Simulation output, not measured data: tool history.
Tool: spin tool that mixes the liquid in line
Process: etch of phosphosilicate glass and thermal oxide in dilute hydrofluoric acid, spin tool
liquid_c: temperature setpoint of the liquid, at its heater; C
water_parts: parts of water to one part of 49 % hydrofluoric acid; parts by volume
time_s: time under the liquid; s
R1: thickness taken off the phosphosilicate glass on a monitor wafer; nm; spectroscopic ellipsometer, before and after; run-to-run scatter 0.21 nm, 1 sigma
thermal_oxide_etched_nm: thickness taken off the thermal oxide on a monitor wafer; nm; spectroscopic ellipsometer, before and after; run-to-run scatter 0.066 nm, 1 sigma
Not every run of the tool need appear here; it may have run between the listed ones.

{"run": 1, "hour": 0.0, "liquid_c": 24, "water_parts": 260, "time_s": 30, "R1": 11.642, "thermal_oxide_etched_nm": 0.46079}
{"run": 2, "hour": 7.2, "liquid_c": 26.5, "water_parts": 230, "time_s": 30, "R1": 14.635, "thermal_oxide_etched_nm": 0.64402}
{"run": 3, "hour": 11.4, "liquid_c": 24, "water_parts": 230, "time_s": 30, "R1": 13.312, "thermal_oxide_etched_nm": 0.57724}
{"run": 4, "hour": 18.9, "liquid_c": 26.5, "water_parts": 210, "time_s": 30, "R1": 16.34, "thermal_oxide_etched_nm": 0.64847}
{"run": 5, "hour": 24.0, "liquid_c": 26.5, "water_parts": 210, "time_s": 20, "R1": 10.975, "thermal_oxide_etched_nm": 0.47932}
{"run": 6, "hour": 30.6, "liquid_c": 28, "water_parts": 170, "time_s": 20, "R1": 14.995, "thermal_oxide_etched_nm": 0.66419}
{"run": 7, "hour": 33.3, "liquid_c": 32, "water_parts": 110, "time_s": 20, "R1": 29.052, "thermal_oxide_etched_nm": 1.1299}
{"run": 8, "hour": 39.2, "liquid_c": 31, "water_parts": 110, "time_s": 20, "R1": 28.2, "thermal_oxide_etched_nm": 1.2003}

What does the tool deliver on the next run?
{"run": 9, "hour": 47.4, "liquid_c": 30, "water_parts": 110, "time_s": 20, "R1": "?", "thermal_oxide_etched_nm": "?"}

R1: 27.321 nm
thermal_oxide_etched_nm: 0.93677 nm
